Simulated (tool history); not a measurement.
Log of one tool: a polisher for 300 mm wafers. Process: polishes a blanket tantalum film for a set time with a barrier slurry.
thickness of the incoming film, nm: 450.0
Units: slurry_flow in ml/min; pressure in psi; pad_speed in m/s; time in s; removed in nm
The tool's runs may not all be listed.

run  hour  slurry_flow  pressure  pad_speed  slurry_solids  time  removed
  1   0.0          140       1.8       0.82            1.0    33   37.069
  2   1.4          140       1.7       0.82            1.0    33   35.905
  3   6.1          140       1.7       0.82            0.8    33   34.017
  4   7.0          110       1.7       0.82            0.8    33   31.016
  5  14.6          135       1.7       0.82            0.8    33   33.127
  6  15.6          130       1.7       0.82            0.8    33   33.658

Forecast run 7:
  7  19.2          125       1.7       0.82            0.8    33        ?

{"run 7": {"removed": 32.013}}

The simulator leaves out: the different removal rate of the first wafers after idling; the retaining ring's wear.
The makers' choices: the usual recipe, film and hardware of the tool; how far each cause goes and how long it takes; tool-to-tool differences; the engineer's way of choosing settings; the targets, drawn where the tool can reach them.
